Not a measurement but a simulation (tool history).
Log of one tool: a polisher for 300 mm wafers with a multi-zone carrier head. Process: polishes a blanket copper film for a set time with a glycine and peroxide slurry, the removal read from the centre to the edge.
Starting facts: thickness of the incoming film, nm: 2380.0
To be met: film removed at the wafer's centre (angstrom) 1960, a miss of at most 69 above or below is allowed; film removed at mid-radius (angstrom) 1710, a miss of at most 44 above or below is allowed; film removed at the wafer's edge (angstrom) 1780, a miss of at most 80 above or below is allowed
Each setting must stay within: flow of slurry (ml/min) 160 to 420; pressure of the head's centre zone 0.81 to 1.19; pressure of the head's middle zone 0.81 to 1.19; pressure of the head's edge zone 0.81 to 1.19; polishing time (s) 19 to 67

run	hour	flow of slurry (ml/min)	pressure of the head's centre zone	pressure of the head's middle zone	pressure of the head's edge zone	polishing time (s)	film removed at the wafer's centre (angstrom)	film removed at mid-radius (angstrom)	film removed at the wafer's edge (angstrom)
1	0	270	1	1	1	43	2426.1	2404.2	2307
2	2.4	270	1	1.05	1	43	2377	2492.8	2295.5
3	8	320	1	1.05	1	43	2439.5	2559.4	2317.8
4	10.2	310	0.99	0.99	0.97	40	2224.4	2240	2187.8
5	12.9	295	1.01	0.97	0.94	38	2141.1	2127.1	2034.5
6	17.4	295	0.96	0.97	0.94	38	2038.5	2094.2	1972.4
7	24.7	275	0.97	0.93	0.91	37	2008.9	1983.9	1872.5
8	29.3	265	0.97	0.9	0.91	37	1979.7	1921.9	1912.4
9	30.4	255	0.99	0.87	0.89	36	1984.8	1791.9	1843.4
10	34.7	245	0.99	0.86	0.88	36	1939.3	1773.3	1857
11	37.2	265	1.03	0.84	0.84	34	1957.1	1650.6	1697

Pick the move, out of 5, that brings all results within their allowed miss; only one does.
A	39.7	270	1.01	0.87	0.81	33	?	?	?
B	39.7	315	1.05	0.89	0.81	33	?	?	?
C	39.7	180	1.09	0.84	0.91	34	?	?	?
D	39.7	300	0.98	0.82	0.84	35	?	?	?
E	39.7	340	1.19	1	0.81	29	?	?	?

move	film removed at the wafer's centre (angstrom)	film removed at mid-radius (angstrom)	film removed at the wafer's edge (angstrom)
A	1839.2	1638.3	1644.3
B	1943	1692.9	1661.7
C	1942.7	1564.4	1724.6
D	1912.4	1671.8	1786.6
E	1952	1649.3	1465.3
A: moves away from the targets compared with the last run
B: brings the result that was furthest off to its target, and leaves another outside
C: moves away from the targets compared with the last run
D: every result within its allowed miss
E: moves away from the targets compared with the last run
D is the move that brings every result within its allowed miss.

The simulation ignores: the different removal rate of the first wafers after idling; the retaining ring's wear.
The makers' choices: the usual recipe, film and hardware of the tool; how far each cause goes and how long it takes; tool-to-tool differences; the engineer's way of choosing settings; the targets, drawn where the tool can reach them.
